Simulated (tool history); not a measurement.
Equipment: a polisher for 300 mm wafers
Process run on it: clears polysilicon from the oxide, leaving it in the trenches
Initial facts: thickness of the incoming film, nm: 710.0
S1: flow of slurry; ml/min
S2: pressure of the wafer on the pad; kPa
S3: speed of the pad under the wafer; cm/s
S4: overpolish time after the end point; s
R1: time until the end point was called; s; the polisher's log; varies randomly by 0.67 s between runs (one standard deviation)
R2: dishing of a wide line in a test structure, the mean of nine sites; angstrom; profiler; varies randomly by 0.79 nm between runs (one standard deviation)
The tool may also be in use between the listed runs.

{"run": 1, "hour": 0.0, "S1": 295, "S2": 17.2, "S3": 106, "S4": 10, "R1": 58.211, "R2": 463.95}
{"run": 2, "hour": 0.8, "S1": 295, "S2": 16.5, "S3": 106, "S4": 9, "R1": 61.003, "R2": 453.92}
{"run": 3, "hour": 3.5, "S1": 295, "S2": 15.9, "S3": 106, "S4": 8, "R1": 63.085, "R2": 436.11}
{"run": 4, "hour": 7.9, "S1": 295, "S2": 18.6, "S3": 106, "S4": 8, "R1": 53.38, "R2": 436.82}
{"hour": 14.5, "done": "worn pad replaced by a new one"}
{"run": 5, "hour": 14.5, "S1": 295, "S2": 22.1, "S3": 106, "S4": 8, "R1": 40.109, "R2": 463.04}
{"run": 6, "hour": 22.6, "S1": 295, "S2": 21.4, "S3": 106, "S4": 8, "R1": 42.088, "R2": 475.3}
{"run": 7, "hour": 24.1, "S1": 295, "S2": 20.7, "S3": 106, "S4": 8, "R1": 43.297, "R2": 464.1}
{"run": 8, "hour": 28.5, "S1": 295, "S2": 20.0, "S3": 106, "S4": 8, "R1": 45.487, "R2": 455.27}
{"run": 9, "hour": 35.1, "S1": 295, "S2": 19.3, "S3": 106, "S4": 8, "R1": 46.498, "R2": 449.32}
{"run": 10, "hour": 36.6, "S1": 295, "S2": 18.6, "S3": 106, "S4": 8, "R1": 47.846, "R2": 459.07}
{"run": 11, "hour": 41.8, "S1": 290, "S2": 17.9, "S3": 106, "S4": 8, "R1": 49.207, "R2": 453.52}
{"run": 12, "hour": 46.6, "S1": 310, "S2": 17.9, "S3": 106, "S4": 8, "R1": 49.586, "R2": 471.35}

What will run 13 give?
{"run": 13, "hour": 49.1, "S1": 310, "S2": 17.9, "S3": 106, "S4": 8, "R1": "?", "R2": "?"}

R1: 49.504 s
R2: 458.69 angstrom
